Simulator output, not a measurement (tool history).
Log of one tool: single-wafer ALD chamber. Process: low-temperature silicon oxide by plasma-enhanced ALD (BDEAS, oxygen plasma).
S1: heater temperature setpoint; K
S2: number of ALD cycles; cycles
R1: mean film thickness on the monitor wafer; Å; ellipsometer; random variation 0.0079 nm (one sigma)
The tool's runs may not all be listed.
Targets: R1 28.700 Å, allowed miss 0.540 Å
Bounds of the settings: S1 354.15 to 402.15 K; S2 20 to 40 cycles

{"run": 1, "hour": 0.0, "S1": 378.15, "S2": 30, "R1": 40.472}
{"run": 2, "hour": 3.2, "S1": 383.15, "S2": 30, "R1": 39.956}
{"run": 3, "hour": 5.9, "S1": 385.15, "S2": 29, "R1": 38.544}
{"run": 4, "hour": 7.3, "S1": 378.15, "S2": 29, "R1": 39.11}
{"run": 5, "hour": 14.1, "S1": 380.15, "S2": 28, "R1": 37.586}
{"run": 6, "hour": 21.3, "S1": 380.15, "S2": 30, "R1": 40.213}
{"run": 7, "hour": 22.0, "S1": 381.15, "S2": 29, "R1": 38.71}
{"run": 8, "hour": 23.2, "S1": 382.15, "S2": 28, "R1": 37.298}
{"run": 9, "hour": 25.8, "S1": 383.15, "S2": 27, "R1": 36.039}
{"run": 10, "hour": 32.3, "S1": 384.15, "S2": 26, "R1": 34.515}
{"run": 11, "hour": 37.8, "S1": 385.15, "S2": 25, "R1": 33.071}
{"run": 12, "hour": 40.0, "S1": 386.15, "S2": 25, "R1": 33.083}
{"run": 13, "hour": 42.8, "S1": 387.15, "S2": 25, "R1": 32.882}
{"run": 14, "hour": 51.0, "S1": 388.15, "S2": 25, "R1": 32.923}
{"run": 15, "hour": 53.2, "S1": 388.15, "S2": 25, "R1": 32.994}
{"run": 16, "hour": 59.2, "S1": 389.15, "S2": 25, "R1": 32.919}

5 next moves are on the table. One of them brings every result within its allowed miss. Which?
{"run": "A", "hour": 65.2, "S1": 388.15, "S2": 23, "R1": "?"}
{"run": "B", "hour": 65.2, "S1": 393.15, "S2": 23, "R1": "?"}
{"run": "C", "hour": 65.2, "S1": 386.15, "S2": 23, "R1": "?"}
{"run": "D", "hour": 65.2, "S1": 391.15, "S2": 22, "R1": "?"}
{"run": "E", "hour": 65.2, "S1": 391.15, "S2": 23, "R1": "?"}

move=A R1=30.417
move=B R1=30.094
move=C R1=30.546
move=D R1=28.909
move=E R1=30.223
A: nearer than the last run, and not there yet
B: nearer than the last run, and not there yet
C: nearer than the last run, and not there yet
D: meets every target
E: nearer than the last run, and not there yet
Move D is the one to make.
